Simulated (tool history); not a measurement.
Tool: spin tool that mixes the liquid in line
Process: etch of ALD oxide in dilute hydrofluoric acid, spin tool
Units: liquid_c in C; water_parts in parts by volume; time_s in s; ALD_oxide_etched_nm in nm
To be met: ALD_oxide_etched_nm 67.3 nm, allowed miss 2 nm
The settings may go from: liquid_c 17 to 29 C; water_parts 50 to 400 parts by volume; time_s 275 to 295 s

run,hour,liquid_c,water_parts,time_s,ALD_oxide_etched_nm
1,0,21,225,275,20.268
2,1.4,21,255,275,17.926
3,8.3,22,225,275,21.193
4,11.3,23,200,275,25.569
5,19.9,23,245,275,19.664
6,21.2,23,215,275,23.1
7,24.1,23.5,190,275,28.086
8,31.3,24,175,275,31.096
9,36.3,24.5,160,275,35.602
10,39.8,25,150,275,38.885
11,43.5,25.5,140,275,43.079
12,52.4,26,135,275,45.595
13,59.9,26.5,130,275,48.553
14,67.8,27,125,275,51.156
15,76.5,27.5,120,275,54.425
16,82.2,27.5,115,275,59.328
17,86.9,28.5,115,275,60.046

Which of these 5 next moves meets every target?
A,91.6,27.5,105,285,?
B,91.6,28.5,105,295,?
C,91.6,26.5,115,280,?
D,91.6,27.5,115,280,?
E,91.6,25.5,95,295,?

move,ALD_oxide_etched_nm
A,66.291
B,71.277
C,56.496
D,58.689
E,71.109
A: meets every target
B: takes the result that was furthest off past its target
C: further off than the last run
D: further off than the last run
E: takes the result that was furthest off past its target
Answer: A
